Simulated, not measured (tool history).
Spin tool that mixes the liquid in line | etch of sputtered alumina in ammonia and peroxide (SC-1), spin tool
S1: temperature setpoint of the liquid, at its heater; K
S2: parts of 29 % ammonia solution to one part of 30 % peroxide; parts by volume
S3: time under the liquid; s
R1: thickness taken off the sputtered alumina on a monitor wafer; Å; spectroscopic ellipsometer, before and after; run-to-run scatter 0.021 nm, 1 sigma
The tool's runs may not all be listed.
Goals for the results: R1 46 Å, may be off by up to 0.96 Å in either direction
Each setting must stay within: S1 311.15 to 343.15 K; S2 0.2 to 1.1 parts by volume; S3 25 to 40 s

| run | day | S1 | S2 | S3 | R1 |
|---|---|---|---|---|---|
| 1 | 0 | 327.15 | 0.6 | 40 | 22.101 |
| 2 | 0.146 | 329.15 | 0.6 | 40 | 24.886 |
| 3 | 0.233 | 330.65 | 0.6 | 40 | 26.848 |
| 4 | 0.604 | 330.65 | 0.6 | 40 | 26.882 |
| 5 | 0.742 | 330.65 | 0.5 | 40 | 26.384 |
| 6 | 0.875 | 332.15 | 0.5 | 40 | 28.579 |
| 7 | 1.038 | 333.65 | 0.5 | 40 | 30.72 |
| 8 | 1.325 | 334.65 | 0.5 | 40 | 32.355 |
| 9 | 1.567 | 335.65 | 0.5 | 40 | 34.063 |
|  | 1.704 | heated supply line repaired |
| 10 | 1.704 | 342.15 | 0.5 | 40 | 57.63 |
| 11 | 1.879 | 341.65 | 0.5 | 40 | 55.544 |
| 12 | 1.971 | 341.15 | 0.5 | 40 | 54.639 |
| 13 | 2.125 | 337.15 | 0.5 | 40 | 44.577 |

Which one of the following 4 next-run settings gets every result inside its allowed miss? There is exactly one.
| A | 2.279 | 338.15 | 0.35 | 40 | ? |
| B | 2.279 | 336.15 | 0.45 | 40 | ? |
| C | 2.279 | 336.15 | 0.55 | 40 | ? |
| D | 2.279 | 337.15 | 0.3 | 40 | ? |

| move | R1 |
|---|---|
| A | 45.937 |
| B | 42.565 |
| C | 43.38 |
| D | 43.071 |
A: every result within its allowed miss
B: misses by more than the last run did
C: misses by more than the last run did
D: misses by more than the last run did
A is the move that brings every result within its allowed miss.
